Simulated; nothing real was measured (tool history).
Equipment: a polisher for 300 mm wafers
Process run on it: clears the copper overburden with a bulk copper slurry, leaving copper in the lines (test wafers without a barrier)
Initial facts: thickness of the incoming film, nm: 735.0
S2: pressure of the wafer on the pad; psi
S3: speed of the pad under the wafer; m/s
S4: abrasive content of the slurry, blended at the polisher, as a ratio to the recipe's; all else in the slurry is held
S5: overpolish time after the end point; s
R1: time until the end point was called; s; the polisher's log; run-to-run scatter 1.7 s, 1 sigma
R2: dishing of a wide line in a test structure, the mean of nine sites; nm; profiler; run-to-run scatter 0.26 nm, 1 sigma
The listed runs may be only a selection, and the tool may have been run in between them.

Run 1, hour 0: flow of slurry (ml/min) 180, S2 2.5 psi, S3 1.02 m/s, S4 1, S5 19 s. Result: R1 93.68 s, R2 67.78 nm.
Run 2, hour 6: flow of slurry (ml/min) 225, S2 2.5 psi, S3 1.02 m/s, S4 1, S5 19 s. Result: R1 91.627 s, R2 68.214 nm.
Run 3, hour 13.2: flow of slurry (ml/min) 225, S2 2.8 psi, S3 1.02 m/s, S4 1, S5 19 s. Result: R1 82.623 s, R2 75.413 nm.
Run 4, hour 15.2: flow of slurry (ml/min) 200, S2 2.8 psi, S3 1.02 m/s, S4 1, S5 19 s. Result: R1 83.91 s, R2 74.369 nm.
Run 5, hour 18.1: flow of slurry (ml/min) 200, S2 2.8 psi, S3 1.02 m/s, S4 1, S5 26 s. Result: R1 81.753 s, R2 83.612 nm.
Run 6, hour 18.8: flow of slurry (ml/min) 220, S2 2.8 psi, S3 1.02 m/s, S4 1, S5 26 s. Result: R1 82.255 s, R2 85.049 nm.
Run 7, hour 21: flow of slurry (ml/min) 170, S2 2.1 psi, S3 0.9 m/s, S4 1.05, S5 17 s. Result: R1 126.16 s, R2 52.735 nm.
Run 8, hour 25.3: flow of slurry (ml/min) 160, S2 1.9 psi, S3 0.9 m/s, S4 1.15, S5 15 s. Result: R1 136.04 s, R2 45.193 nm.
Run 9, hour 34.1: flow of slurry (ml/min) 150, S2 1.7 psi, S3 0.9 m/s, S4 1.2, S5 13 s. Result: R1 150.55 s, R2 37.973 nm.
Run 10, hour 42.8: flow of slurry (ml/min) 110, S2 1.1 psi, S3 1.06 m/s, S4 1.45, S5 6 s. Result: R1 201.23 s, R2 15.266 nm.
Run 11, hour 49.1: flow of slurry (ml/min) 125, S2 1.1 psi, S3 1.08 m/s, S4 1.45, S5 6 s. Result: R1 192.5 s, R2 15.835 nm.
Run 12, hour 50.5: flow of slurry (ml/min) 175, S2 1.4 psi, S3 1.08 m/s, S4 1.45, S5 8 s. Result: R1 141.07 s, R2 26.652 nm.
Run 13, hour 53.3: flow of slurry (ml/min) 125, S2 1.4 psi, S3 1.1 m/s, S4 1.45, S5 6 s. Result: R1 148.46 s, R2 20.541 nm.
Run 14, hour 59.3: flow of slurry (ml/min) 120, S2 1.4 psi, S3 1.1 m/s, S4 1.45, S5 6 s. Result: R1 151.97 s, R2 19.374 nm.
Run 15, hour 62.8: flow of slurry (ml/min) 115, S2 1.4 psi, S3 1.1 m/s, S4 1.4, S5 6 s. Result: R1 151.13 s, R2 19.337 nm.
Run 16, hour 68.2: flow of slurry (ml/min) 115, S2 1.4 psi, S3 1.1 m/s, S4 1.4, S5 7 s. Result: R1 153.56 s, R2 22.814 nm.

Run 17 comes next. What will it give?
Run 17, hour 74.3: flow of slurry (ml/min) 120, S2 1.4 psi, S3 1.1 m/s, S4 1.4, S5 7 s. Result: R1 ?, R2 ?.

Logged for run 17: R1 153.83 s, R2 22.561 nm.
